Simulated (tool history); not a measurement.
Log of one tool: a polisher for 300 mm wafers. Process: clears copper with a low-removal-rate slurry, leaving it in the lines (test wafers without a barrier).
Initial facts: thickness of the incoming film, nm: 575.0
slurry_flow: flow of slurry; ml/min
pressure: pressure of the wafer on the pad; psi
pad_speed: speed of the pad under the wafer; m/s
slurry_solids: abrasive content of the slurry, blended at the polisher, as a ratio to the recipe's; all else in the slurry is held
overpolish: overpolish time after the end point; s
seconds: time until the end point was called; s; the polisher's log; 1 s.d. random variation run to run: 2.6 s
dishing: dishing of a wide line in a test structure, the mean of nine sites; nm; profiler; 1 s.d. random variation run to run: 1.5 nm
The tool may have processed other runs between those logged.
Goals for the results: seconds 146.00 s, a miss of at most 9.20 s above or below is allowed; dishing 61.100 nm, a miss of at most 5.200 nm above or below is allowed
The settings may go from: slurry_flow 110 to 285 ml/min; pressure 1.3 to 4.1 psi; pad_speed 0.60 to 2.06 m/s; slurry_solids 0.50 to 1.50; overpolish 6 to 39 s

run,hour,slurry_flow,pressure,pad_speed,slurry_solids,overpolish,seconds,dishing
1,0.0,180,2.7,1.32,1.00,20,188.79,34.283
2,8.8,180,2.7,1.32,1.00,14,191.08,26.989
3,14.0,180,2.9,1.32,1.00,18,176.07,35.992
4,18.6,180,3.1,1.30,1.00,20,164.14,39.379
5,20.3,180,3.2,1.30,1.00,23,165.27,46.010
6,22.8,180,3.0,1.30,1.00,23,168.69,44.557
7,26.2,180,3.1,1.30,1.00,24,172.21,45.609
8,27.3,180,3.2,1.30,1.00,25,165.27,49.553
9,35.0,180,3.3,1.30,1.00,26,161.12,51.111
10,41.4,180,3.4,1.30,1.00,27,148.99,53.807

Which of these 5 next moves meets every target?
A,47.8,140,3.2,1.44,1.10,23,?,?
B,47.8,205,3.5,1.28,0.95,22,?,?
C,47.8,110,3.6,1.50,0.75,19,?,?
D,47.8,160,3.8,1.10,1.25,22,?,?
E,47.8,175,3.6,1.34,0.95,29,?,?

move,seconds,dishing
A,144.53,49.472
B,146.84,47.584
C,147.67,42.322
D,149.10,47.290
E,139.63,60.500
A: lands further from the targets than the last run did
B: lands further from the targets than the last run did
C: lands further from the targets than the last run did
D: lands further from the targets than the last run did
E: every result within its allowed miss
Correct choice: E, which meets every target
